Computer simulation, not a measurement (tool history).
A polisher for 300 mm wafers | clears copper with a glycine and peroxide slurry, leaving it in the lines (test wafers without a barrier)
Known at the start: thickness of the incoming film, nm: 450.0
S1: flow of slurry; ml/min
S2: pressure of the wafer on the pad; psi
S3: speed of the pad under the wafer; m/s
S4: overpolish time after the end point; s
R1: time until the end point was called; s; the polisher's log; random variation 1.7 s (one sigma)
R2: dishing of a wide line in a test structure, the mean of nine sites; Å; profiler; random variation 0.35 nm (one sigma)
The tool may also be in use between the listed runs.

run    day   S1   S2    S3  S4       R1      R2
  1  0.000  195  3.0  0.94  27   97.599  526.42
  2  0.108  175  2.6  1.04  22  100.440  443.50
  3  0.288  175  2.6  1.04  30   98.772  519.94
  4  0.350  160  2.3  1.14  24  100.150  471.23
     0.546  -- slurry nozzle cleaned
  5  0.546  150  2.1  1.18  20  103.460  412.26
  6  0.842  140  1.9  1.24  17  105.440  364.90
  7  1.012  135  1.8  1.30  15  104.530  330.16

Forecast run 8:
  8  1.258  115  1.5  1.46   8   ?   ?

{"run 8": {"R1": 112.37, "R2": 201.27}}

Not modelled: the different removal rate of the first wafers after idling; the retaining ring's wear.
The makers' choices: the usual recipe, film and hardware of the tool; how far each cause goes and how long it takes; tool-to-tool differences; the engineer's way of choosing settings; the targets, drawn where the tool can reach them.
